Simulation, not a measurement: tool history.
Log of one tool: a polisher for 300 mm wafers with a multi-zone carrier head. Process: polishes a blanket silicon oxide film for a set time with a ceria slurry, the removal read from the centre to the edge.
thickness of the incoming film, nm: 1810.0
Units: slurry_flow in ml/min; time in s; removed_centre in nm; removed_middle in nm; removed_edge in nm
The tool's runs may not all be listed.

Run 1, hour 0: slurry_flow 185 ml/min, centre_zone 1, middle_zone 1, edge_zone 1, time 39 s. Result: removed_centre 285.26 nm, removed_middle 280.91 nm, removed_edge 282.94 nm.
Run 2, hour 4.2: slurry_flow 150 ml/min, centre_zone 1, middle_zone 1, edge_zone 1, time 39 s. Result: removed_centre 273.78 nm, removed_middle 274.03 nm, removed_edge 274.32 nm.
Run 3, hour 7: slurry_flow 150 ml/min, centre_zone 1, middle_zone 0.97, edge_zone 1, time 36 s. Result: removed_centre 251.6 nm, removed_middle 243.68 nm, removed_edge 251.14 nm.
Run 4, hour 11.6: slurry_flow 170 ml/min, centre_zone 1, middle_zone 0.97, edge_zone 1, time 36 s. Result: removed_centre 253.52 nm, removed_middle 243.94 nm, removed_edge 256.4 nm.
Run 5, hour 14.2: slurry_flow 170 ml/min, centre_zone 1.04, middle_zone 0.97, edge_zone 1, time 36 s. Result: removed_centre 270.44 nm, removed_middle 248.52 nm, removed_edge 259.81 nm.
Run 6, hour 21.1: slurry_flow 170 ml/min, centre_zone 1.03, middle_zone 0.95, edge_zone 0.99, time 34 s. Result: removed_centre 253.04 nm, removed_middle 225.86 nm, removed_edge 244.56 nm.
Run 7, hour 28.1: slurry_flow 165 ml/min, centre_zone 1.01, middle_zone 0.93, edge_zone 0.97, time 32 s. Result: removed_centre 229.38 nm, removed_middle 211.09 nm, removed_edge 225.96 nm.
Run 8, hour 32.5: slurry_flow 165 ml/min, centre_zone 1, middle_zone 0.91, edge_zone 0.97, time 30 s. Result: removed_centre 213.96 nm, removed_middle 192.15 nm, removed_edge 213.01 nm.
Run 9, hour 34.9: slurry_flow 145 ml/min, centre_zone 0.9, middle_zone 0.81, edge_zone 0.87, time 23 s. Result: removed_centre 143.82 nm, removed_middle 131.52 nm, removed_edge 150.78 nm.
Run 10, hour 36.8: slurry_flow 155 ml/min, centre_zone 0.91, middle_zone 0.81, edge_zone 0.89, time 23 s. Result: removed_centre 146.49 nm, removed_middle 133.01 nm, removed_edge 150.5 nm.
Run 11, hour 40.9: slurry_flow 150 ml/min, centre_zone 0.92, middle_zone 0.82, edge_zone 0.91, time 23 s. Result: removed_centre 148.38 nm, removed_middle 133.93 nm, removed_edge 154.26 nm.

Run 12 comes next. What will it give?
Run 12, hour 42.4: slurry_flow 150 ml/min, centre_zone 0.92, middle_zone 0.82, edge_zone 0.91, time 23 s. Result: removed_centre ?, removed_middle ?, removed_edge ?.

removed_centre: 148.32 nm
removed_middle: 134.73 nm
removed_edge: 155.32 nm

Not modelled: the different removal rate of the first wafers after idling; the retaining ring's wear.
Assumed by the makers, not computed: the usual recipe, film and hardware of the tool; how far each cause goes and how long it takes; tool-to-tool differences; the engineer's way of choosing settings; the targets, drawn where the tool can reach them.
